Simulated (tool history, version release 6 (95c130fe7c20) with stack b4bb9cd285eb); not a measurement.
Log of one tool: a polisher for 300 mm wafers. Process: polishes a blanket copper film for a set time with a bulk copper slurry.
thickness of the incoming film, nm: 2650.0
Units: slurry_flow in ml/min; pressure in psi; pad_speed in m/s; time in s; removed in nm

run  hour  slurry_flow  pressure  pad_speed  slurry_solids  time  removed
  1     0          280       1.7       1.18              1    23   141.93
  2   4.3          280       1.6       1.18              1    23   134.78
  3  10.2          315       1.6       1.18              1    23   138.38
  4  13.5          305       1.5       1.18              1    23   131.97
  5  20.8          305       1.5        0.9              1    23   106.62
  6  23.5          305       1.5       0.64              1    23   79.633

The next listed run, before its measurement:
  7  31.6          310       1.6       0.64              1    23        ?

removed: 83.961 nm
